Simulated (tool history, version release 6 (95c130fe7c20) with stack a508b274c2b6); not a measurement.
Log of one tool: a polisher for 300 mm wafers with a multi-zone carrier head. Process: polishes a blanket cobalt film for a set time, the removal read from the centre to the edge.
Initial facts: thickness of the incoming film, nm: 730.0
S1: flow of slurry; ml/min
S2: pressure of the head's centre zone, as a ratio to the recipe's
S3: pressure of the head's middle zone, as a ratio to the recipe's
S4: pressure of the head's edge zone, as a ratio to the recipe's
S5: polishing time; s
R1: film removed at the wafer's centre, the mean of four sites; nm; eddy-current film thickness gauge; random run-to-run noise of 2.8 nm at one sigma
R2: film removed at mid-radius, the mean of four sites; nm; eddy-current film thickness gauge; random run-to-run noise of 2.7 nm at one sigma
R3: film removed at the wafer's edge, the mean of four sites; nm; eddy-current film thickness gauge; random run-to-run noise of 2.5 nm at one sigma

run 1 hour=0.0 | S1=155 S2=1.00 S3=1.00 S4=1.00 S5=40 | R1=297.26 R2=294.35 R3=291.07
run 2 hour=2.3 | S1=155 S2=1.00 S3=0.93 S4=1.00 S5=40 | R1=290.27 R2=279.30 R3=293.80
run 3 hour=10.9 | S1=150 S2=1.01 S3=0.91 S4=1.00 S5=37 | R1=265.68 R2=256.61 R3=272.32
run 4 hour=14.2 | S1=145 S2=1.03 S3=0.89 S4=1.01 S5=35 | R1=258.84 R2=236.82 R3=256.76
run 5 hour=17.0 | S1=140 S2=1.03 S3=0.87 S4=1.01 S5=33 | R1=250.09 R2=214.33 R3=243.71
run 6 hour=23.7 | S1=135 S2=1.01 S3=0.86 S4=1.00 S5=32 | R1=222.38 R2=204.79 R3=236.72
run 7 hour=31.5 | S1=135 S2=1.01 S3=0.86 S4=1.00 S5=32 | R1=232.29 R2=207.18 R3=232.34

Forecast run 8:
run 8 hour=35.8 | S1=115 S2=0.97 S3=0.81 S4=0.97 S5=29 | R1=? R2=? R3=?

Logged for run 8: R1 195.10 nm, R2 170.53 nm, R3 202.96 nm.
